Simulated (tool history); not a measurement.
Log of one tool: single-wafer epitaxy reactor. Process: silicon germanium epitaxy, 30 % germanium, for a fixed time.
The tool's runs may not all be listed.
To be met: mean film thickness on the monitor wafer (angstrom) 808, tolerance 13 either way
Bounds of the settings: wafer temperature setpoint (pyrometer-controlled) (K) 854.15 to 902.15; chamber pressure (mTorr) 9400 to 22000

run,day,wafer temperature setpoint (pyrometer-controlled) (K),chamber pressure (mTorr),mean film thickness on the monitor wafer (angstrom)
1,0,878.15,15700,577.66
2,0.092,872.15,15700,512.29
3,0.383,872.15,17000,533.29
4,0.558,876.15,17000,577.03
5,0.767,870.15,17000,511.22
6,0.917,861.15,17000,424.78
7,1.275,866.15,17000,471.77
8,1.433,878.15,17300,610.83
9,1.742,880.15,17300,634.71
10,2.021,882.15,17300,656.69
11,2.058,884.15,17300,681.94
12,2.417,885.15,17300,696.55
13,2.708,886.15,17300,713.56
14,2.829,887.15,17300,725.24
15,3.033,888.15,17300,738.67
16,3.383,889.15,17300,756.65
17,3.475,890.15,17300,772.01

Consider the 4 candidate settings below. Which is the only one whose results all fall within their allowed miss of target?
A,3.567,887.15,17200,?
B,3.567,889.15,19700,?
C,3.567,888.15,18000,?
D,3.567,887.15,17100,?

move,mean film thickness on the monitor wafer (angstrom)
A,727.12
B,807.58
C,758.21
D,725.04
A: lands further from the targets than the last run did
B: each result inside its tolerance
C: lands further from the targets than the last run did
D: lands further from the targets than the last run did
So the answer is move B, the one that meets all the targets.
